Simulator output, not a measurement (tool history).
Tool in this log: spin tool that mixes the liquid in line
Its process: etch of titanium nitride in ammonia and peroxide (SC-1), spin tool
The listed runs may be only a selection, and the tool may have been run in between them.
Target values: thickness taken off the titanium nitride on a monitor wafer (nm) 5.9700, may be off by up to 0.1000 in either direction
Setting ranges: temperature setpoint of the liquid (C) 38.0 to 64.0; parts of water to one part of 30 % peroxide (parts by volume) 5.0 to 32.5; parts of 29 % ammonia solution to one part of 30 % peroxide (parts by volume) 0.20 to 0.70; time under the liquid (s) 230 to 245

run	hour	temperature setpoint of the liquid (C)	parts of water to one part of 30 % peroxide (parts by volume)	parts of 29 % ammonia solution to one part of 30 % peroxide (parts by volume)	time under the liquid (s)	thickness taken off the titanium nitride on a monitor wafer (nm)
1	0.0	48.0	18.0	0.40	230	8.2440
2	4.7	48.0	18.0	0.55	230	8.7913
3	12.3	48.0	18.0	0.45	230	8.3987
4	21.1	48.0	23.5	0.45	230	7.3360
5	28.2	48.0	23.5	0.35	230	6.9593
6	30.8	47.5	23.5	0.35	230	6.7255
7	36.1	47.0	23.5	0.35	230	6.4657
8	38.3	46.5	23.5	0.35	230	6.2329

Which single option among these 5 for the next run brings every result within its allowed miss of target? Just one does.
A	40.5	46.5	24.5	0.40	235	?
B	40.5	46.5	24.0	0.40	230	?
C	40.5	47.5	29.0	0.25	245	?
D	40.5	47.0	25.0	0.35	230	?
E	40.5	46.5	26.0	0.60	230	?

move	thickness taken off the titanium nitride on a monitor wafer (nm)
A	6.3904
B	6.3281
C	5.9293
D	6.2441
E	6.5311
A: its largest miss is bigger than the last run's
B: its largest miss is bigger than the last run's
C: every result lands within tolerance
D: about as far from the targets as the last run
E: its largest miss is bigger than the last run's
The right move is C.
